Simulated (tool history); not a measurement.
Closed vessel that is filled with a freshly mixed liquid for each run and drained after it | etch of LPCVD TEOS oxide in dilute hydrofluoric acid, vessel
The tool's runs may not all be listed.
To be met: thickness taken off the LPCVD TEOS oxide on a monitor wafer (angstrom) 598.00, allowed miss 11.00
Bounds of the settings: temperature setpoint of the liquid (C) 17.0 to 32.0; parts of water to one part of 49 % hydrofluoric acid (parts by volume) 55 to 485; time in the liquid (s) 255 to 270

run    day  temperature setpoint of the liquid (C)  parts of water to one part of 49 % hydrofluoric acid (parts by volume)  time in the liquid (s)  thickness taken off the LPCVD TEOS oxide on a monitor wafer (angstrom)
  1  0.000                                    24.0                                                                     270                     255                                                                  278.30
  2  0.104                                    24.0                                                                     270                     255                                                                  274.02
  3  0.400                                    27.0                                                                     270                     255                                                                  306.19
  4  0.538                                    27.0                                                                     235                     255                                                                  364.26
  5  0.850                                    27.0                                                                     235                     255                                                                  366.81
  6  1.146                                    27.0                                                                     300                     255                                                                  266.38
  7  1.446                                    28.5                                                                     255                     255                                                                  346.28
  8  1.575                                    29.5                                                                     225                     255                                                                  425.93
  9  1.688                                    30.5                                                                     210                     255                                                                  473.94

5 next moves are on the table. One of them brings every result within its allowed miss. Which?
  A  1.800                                    31.5                                                                     250                     255                                                                       ?
  B  1.800                                    31.0                                                                     245                     255                                                                       ?
  C  1.800                                    31.5                                                                     180                     270                                                                       ?
  D  1.800                                    30.5                                                                     180                     255                                                                       ?
  E  1.800                                    31.5                                                                     180                     255                                                                       ?

move  thickness taken off the LPCVD TEOS oxide on a monitor wafer (angstrom)
   A                                                                  398.12
   B                                                                  402.01
   C                                                                  638.78
   D                                                                  582.70
   E                                                                  603.29
A: further off than the last run
B: further off than the last run
C: takes the result that was furthest off past its target
D: nearer than the last run, and not there yet
E: meets every target
The right move is E.
